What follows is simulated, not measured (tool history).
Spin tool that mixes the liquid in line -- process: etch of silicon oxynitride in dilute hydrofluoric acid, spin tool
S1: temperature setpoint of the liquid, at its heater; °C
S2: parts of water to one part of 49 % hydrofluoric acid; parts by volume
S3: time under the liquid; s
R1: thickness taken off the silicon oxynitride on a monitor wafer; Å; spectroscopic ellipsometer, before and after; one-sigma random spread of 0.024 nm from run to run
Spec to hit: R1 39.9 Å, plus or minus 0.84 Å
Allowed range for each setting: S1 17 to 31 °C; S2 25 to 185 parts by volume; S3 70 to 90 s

run,day,S1,S2,S3,R1
1,0,23,105,90,35.278
2,0.2,23.5,105,90,37.177
3,0.283,23.5,140,90,26.657
4,0.371,25,140,90,28.571
5,0.592,26,140,90,30.177
6,0.875,26,140,70,23.288
7,1.146,26.5,135,70,24.888
8,1.362,27,130,70,26.606
9,1.517,27.5,125,70,28.024
10,1.612,27.5,125,70,28.611
11,1.946,28,120,70,30.204
12,2.017,28.5,115,70,32.438
13,2.096,29,115,70,33.168
14,2.354,29.5,115,70,33.861
15,2.425,30.5,110,70,37.707

Which single option among these 5 for the next run brings every result within its allowed miss of target? Just one does.
A,2.496,31,120,80,?
B,2.496,29.5,115,70,?
C,2.496,29,115,80,?
D,2.496,30.5,115,70,?
E,2.496,30,130,85,?

move,R1
A,39.425
B,33.859
C,37.842
D,35.394
E,36.638
A: every result lands within tolerance
B: misses by more than the last run did
C: closer than the last run, but not yet in spec
D: misses by more than the last run did
E: misses by more than the last run did
A meets every target.
